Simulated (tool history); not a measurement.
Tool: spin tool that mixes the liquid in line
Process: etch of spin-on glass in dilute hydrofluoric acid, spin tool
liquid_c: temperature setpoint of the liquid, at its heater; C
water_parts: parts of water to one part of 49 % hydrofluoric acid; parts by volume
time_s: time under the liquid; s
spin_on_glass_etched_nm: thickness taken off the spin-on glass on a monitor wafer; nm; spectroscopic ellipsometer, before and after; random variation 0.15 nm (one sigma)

| run | day | liquid_c | water_parts | time_s | spin_on_glass_etched_nm |
|---|---|---|---|---|---|
| 1 | 0.000 | 23.0 | 215 | 180 | 25.127 |
| 2 | 0.112 | 23.0 | 215 | 180 | 25.146 |
| 3 | 0.221 | 23.0 | 215 | 190 | 26.297 |
| 4 | 0.288 | 22.0 | 215 | 190 | 25.163 |
| 5 | 0.542 | 21.5 | 215 | 190 | 25.175 |
| 6 | 0.908 | 21.0 | 215 | 190 | 24.734 |
| 7 | 1.025 | 20.5 | 215 | 190 | 23.900 |
| 8 | 1.058 | 20.0 | 215 | 190 | 23.685 |
| 9 | 1.292 | 19.5 | 215 | 190 | 23.111 |

Run 10 comes next. What will it give?
| 10 | 1.375 | 19.0 | 215 | 190 | ? |

{"run 10": {"spin_on_glass_etched_nm": 22.922}}
